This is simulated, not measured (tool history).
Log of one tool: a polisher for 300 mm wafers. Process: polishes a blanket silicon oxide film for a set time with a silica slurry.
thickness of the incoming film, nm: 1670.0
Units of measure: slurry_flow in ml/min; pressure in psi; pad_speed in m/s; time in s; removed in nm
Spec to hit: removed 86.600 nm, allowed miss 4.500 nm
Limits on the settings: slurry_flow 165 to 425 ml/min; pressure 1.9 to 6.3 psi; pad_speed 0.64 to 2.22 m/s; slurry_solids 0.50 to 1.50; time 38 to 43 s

Run 1, hour 0.0: slurry_flow 275 ml/min, pressure 4.1 psi, pad_speed 1.42 m/s, slurry_solids 1.00, time 43 s. Result: removed 174.380 nm.
Run 2, hour 5.9: slurry_flow 275 ml/min, pressure 3.5 psi, pad_speed 1.42 m/s, slurry_solids 1.00, time 43 s. Result: removed 154.250 nm.
Run 3, hour 10.9: slurry_flow 275 ml/min, pressure 3.5 psi, pad_speed 1.42 m/s, slurry_solids 1.00, time 43 s. Result: removed 153.150 nm.
Run 4, hour 13.2: slurry_flow 275 ml/min, pressure 3.3 psi, pad_speed 1.36 m/s, slurry_solids 1.00, time 43 s. Result: removed 144.940 nm.
Run 5, hour 18.8: slurry_flow 275 ml/min, pressure 2.7 psi, pad_speed 1.36 m/s, slurry_solids 1.00, time 43 s. Result: removed 118.340 nm.
Run 6, hour 20.9: slurry_flow 240 ml/min, pressure 2.7 psi, pad_speed 1.36 m/s, slurry_solids 1.00, time 43 s. Result: removed 123.470 nm.
Run 7, hour 29.7: slurry_flow 240 ml/min, pressure 2.6 psi, pad_speed 1.32 m/s, slurry_solids 1.00, time 43 s. Result: removed 113.220 nm.
Run 8, hour 32.8: slurry_flow 240 ml/min, pressure 2.5 psi, pad_speed 1.30 m/s, slurry_solids 1.00, time 43 s. Result: removed 109.520 nm.
Run 9, hour 36.1: slurry_flow 240 ml/min, pressure 2.4 psi, pad_speed 1.28 m/s, slurry_solids 1.00, time 43 s. Result: removed 104.140 nm.
Run 10, hour 39.2: slurry_flow 240 ml/min, pressure 2.3 psi, pad_speed 1.26 m/s, slurry_solids 1.00, time 43 s. Result: removed 103.260 nm.
Run 11, hour 45.4: slurry_flow 240 ml/min, pressure 2.2 psi, pad_speed 1.24 m/s, slurry_solids 1.00, time 43 s. Result: removed 98.353 nm.
Run 12, hour 48.7: slurry_flow 240 ml/min, pressure 2.2 psi, pad_speed 1.22 m/s, slurry_solids 1.00, time 43 s. Result: removed 96.844 nm.

Which single option among these 4 for the next run brings every result within its allowed miss of target? Just one does.
Run A, hour 52.0: slurry_flow 245 ml/min, pressure 2.6 psi, pad_speed 1.12 m/s, slurry_solids 0.90, time 42 s. Result: removed ?.
Run B, hour 52.0: slurry_flow 235 ml/min, pressure 2.4 psi, pad_speed 1.14 m/s, slurry_solids 1.00, time 43 s. Result: removed ?.
Run C, hour 52.0: slurry_flow 240 ml/min, pressure 1.9 psi, pad_speed 1.24 m/s, slurry_solids 1.05, time 42 s. Result: removed ?.
Run D, hour 52.0: slurry_flow 240 ml/min, pressure 2.3 psi, pad_speed 1.06 m/s, slurry_solids 0.90, time 38 s. Result: removed ?.

move  removed
   A   94.612
   B   95.839
   C   83.879
   D   75.472
A: closes in on the targets versus the last run, not all within tolerance yet
B: closes in on the targets versus the last run, not all within tolerance yet
C: every result lands within tolerance
D: takes the result that was furthest off past its target
C meets every target.
